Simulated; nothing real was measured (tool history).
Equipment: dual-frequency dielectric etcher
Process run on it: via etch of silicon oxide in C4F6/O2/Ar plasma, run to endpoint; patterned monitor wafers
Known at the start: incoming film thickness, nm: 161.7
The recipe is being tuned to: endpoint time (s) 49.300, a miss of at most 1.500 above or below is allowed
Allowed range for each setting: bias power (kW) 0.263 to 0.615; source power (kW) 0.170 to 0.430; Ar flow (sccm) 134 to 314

run  hour  bias power (kW)  source power (kW)  Ar flow (sccm)  endpoint time (s)
  1   0.0            0.439              0.300             224             41.914
  2   4.1            0.418              0.290             225             44.247
  3  11.8            0.406              0.290             225             43.707
  4  14.7            0.391              0.280             226             44.837
  5  19.2            0.391              0.330             226             42.754
  6  26.5            0.438              0.330             226             40.761
  7  32.0            0.414              0.320             228             42.197
  8  39.6            0.394              0.310             229             43.059
  9  41.4            0.378              0.300             229             45.282
 10  47.8            0.368              0.300             229             44.336
 11  56.7            0.356              0.290             230             46.197

Consider the 4 candidate settings below. Which is the only one whose results all fall within their allowed miss of target?
  A  65.6            0.325              0.270             268                  ?
  B  65.6            0.315              0.320             206                  ?
  C  65.6            0.438              0.240             216                  ?
  D  65.6            0.340              0.280             230                  ?

move  endpoint time (s)
   A             48.664
   B             45.445
   C             45.237
   D             46.846
A: meets every target
B: its largest miss is bigger than the last run's
C: its largest miss is bigger than the last run's
D: an improvement on the last run, though not all results are within tolerance
Correct choice: A, which meets every target

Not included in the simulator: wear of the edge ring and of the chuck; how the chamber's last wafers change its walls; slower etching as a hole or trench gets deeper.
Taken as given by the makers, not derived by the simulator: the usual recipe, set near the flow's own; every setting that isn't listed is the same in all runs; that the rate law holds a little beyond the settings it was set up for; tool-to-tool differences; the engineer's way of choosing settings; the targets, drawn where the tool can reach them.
